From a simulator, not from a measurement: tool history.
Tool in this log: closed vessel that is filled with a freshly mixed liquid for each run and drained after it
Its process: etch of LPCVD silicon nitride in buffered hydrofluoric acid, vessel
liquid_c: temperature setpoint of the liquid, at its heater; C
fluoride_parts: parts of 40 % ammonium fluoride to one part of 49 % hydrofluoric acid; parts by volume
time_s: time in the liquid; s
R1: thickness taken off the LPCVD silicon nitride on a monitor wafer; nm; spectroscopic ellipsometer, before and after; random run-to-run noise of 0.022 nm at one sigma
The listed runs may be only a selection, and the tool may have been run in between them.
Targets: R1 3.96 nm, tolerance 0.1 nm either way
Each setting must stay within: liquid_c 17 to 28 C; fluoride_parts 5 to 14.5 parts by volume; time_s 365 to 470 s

Run 1, hour 0: liquid_c 20 C, fluoride_parts 9 parts by volume, time_s 470 s. Result: R1 5.998 nm.
Run 2, hour 3: liquid_c 20 C, fluoride_parts 7.5 parts by volume, time_s 470 s. Result: R1 7.3229 nm.
Run 3, hour 7.4: liquid_c 19.5 C, fluoride_parts 8.5 parts by volume, time_s 470 s. Result: R1 6.224 nm.
Run 4, hour 16.5: liquid_c 19.5 C, fluoride_parts 8.5 parts by volume, time_s 365 s. Result: R1 4.8446 nm.
Run 5, hour 18.6: liquid_c 19 C, fluoride_parts 8.5 parts by volume, time_s 365 s. Result: R1 4.6716 nm.
Run 6, hour 26.6: liquid_c 19 C, fluoride_parts 6.5 parts by volume, time_s 365 s. Result: R1 6.1872 nm.
Run 7, hour 35.9: liquid_c 18.5 C, fluoride_parts 7 parts by volume, time_s 365 s. Result: R1 5.6158 nm.
Run 8, hour 42.7: liquid_c 18 C, fluoride_parts 7.5 parts by volume, time_s 365 s. Result: R1 5.0994 nm.
Run 9, hour 48.9: liquid_c 18 C, fluoride_parts 8 parts by volume, time_s 365 s. Result: R1 4.7227 nm.

Exactly one of the 4 candidate moves below puts every result within its allowed miss. Which one?
Run A, hour 55.1: liquid_c 17 C, fluoride_parts 10 parts by volume, time_s 375 s. Result: R1 ?.
Run B, hour 55.1: liquid_c 17.5 C, fluoride_parts 10 parts by volume, time_s 385 s. Result: R1 ?.
Run C, hour 55.1: liquid_c 17.5 C, fluoride_parts 11.5 parts by volume, time_s 415 s. Result: R1 ?.
Run D, hour 55.1: liquid_c 19 C, fluoride_parts 7.5 parts by volume, time_s 370 s. Result: R1 ?.

move      R1
   A  3.7765
   B  3.9894
   C  3.7522
   D  5.4355
A: moves the result that the last run missed by most past its target, out the other side
B: meets every target
C: moves the result that the last run missed by most past its target, out the other side
D: further off than the last run
The move that meets every target is B.
